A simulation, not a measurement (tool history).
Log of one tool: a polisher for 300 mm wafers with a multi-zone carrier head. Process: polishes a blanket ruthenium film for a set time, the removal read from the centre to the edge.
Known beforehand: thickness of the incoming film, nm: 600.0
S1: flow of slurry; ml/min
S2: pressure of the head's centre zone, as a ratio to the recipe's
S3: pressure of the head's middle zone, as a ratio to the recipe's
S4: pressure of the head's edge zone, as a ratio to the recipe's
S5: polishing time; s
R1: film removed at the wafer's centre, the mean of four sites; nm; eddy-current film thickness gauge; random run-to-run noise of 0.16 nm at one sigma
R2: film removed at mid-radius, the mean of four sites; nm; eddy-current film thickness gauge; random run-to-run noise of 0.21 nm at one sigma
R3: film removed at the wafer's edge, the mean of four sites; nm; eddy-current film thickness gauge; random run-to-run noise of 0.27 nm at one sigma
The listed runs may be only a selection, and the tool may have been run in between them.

run  hour   S1    S2    S3    S4  S5      R1      R2      R3
  1   0.0  255  1.00  1.00  1.00  34  40.716  39.367  39.447
  2   1.8  255  1.00  1.05  1.00  34  40.772  40.732  41.040
  3   2.9  235  0.96  0.98  1.05  29  32.862  33.115  35.090
  4   9.9  235  0.96  0.98  1.05  36  40.461  40.274  43.902
  5  16.8  295  0.96  0.98  1.05  36  41.457  41.675  44.103
  6  18.5  270  0.94  0.93  1.05  30  33.480  33.086  35.678
  7  25.9  250  0.92  0.89  1.05  26  28.495  27.521  31.527

Estimate the outcome of run 8 from the log above:
  8  29.0  250  0.89  0.87  1.00  24   ?   ?   ?

{"run 8": {"R1": 25.085, "R2": 24.756, "R3": 28.887}}
